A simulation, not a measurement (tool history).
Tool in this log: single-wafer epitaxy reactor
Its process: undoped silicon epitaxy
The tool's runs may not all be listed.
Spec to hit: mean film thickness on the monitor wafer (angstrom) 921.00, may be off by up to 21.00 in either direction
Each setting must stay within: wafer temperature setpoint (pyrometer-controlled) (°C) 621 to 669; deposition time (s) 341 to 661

run	hour	wafer temperature setpoint (pyrometer-controlled) (°C)	deposition time (s)	mean film thickness on the monitor wafer (angstrom)
1	0.0	645	501	712.80
2	1.4	645	453	645.29
3	2.8	650	454	717.17
4	11.3	650	523	824.09
5	19.5	650	499	781.61
6	24.8	640	499	657.04
7	28.6	646	501	727.98
8	35.5	650	502	786.75
9	38.2	653	503	844.16

Exercise: of the 5 proposed moves below, exactly one satisfies all targets within the stated allowed misses. Which move is it?
A	40.9	655	480	?
B	40.9	654	483	?
C	40.9	650	502	?
D	40.9	653	526	?
E	40.9	657	508	?

move	mean film thickness on the monitor wafer (angstrom)
A	838.46
B	827.79
C	796.99
D	884.46
E	921.70
A: its largest miss is bigger than the last run's
B: its largest miss is bigger than the last run's
C: its largest miss is bigger than the last run's
D: moves toward the targets from the last run without getting all of them in spec
E: all results land within tolerance of their targets
Correct choice: E, which meets every target
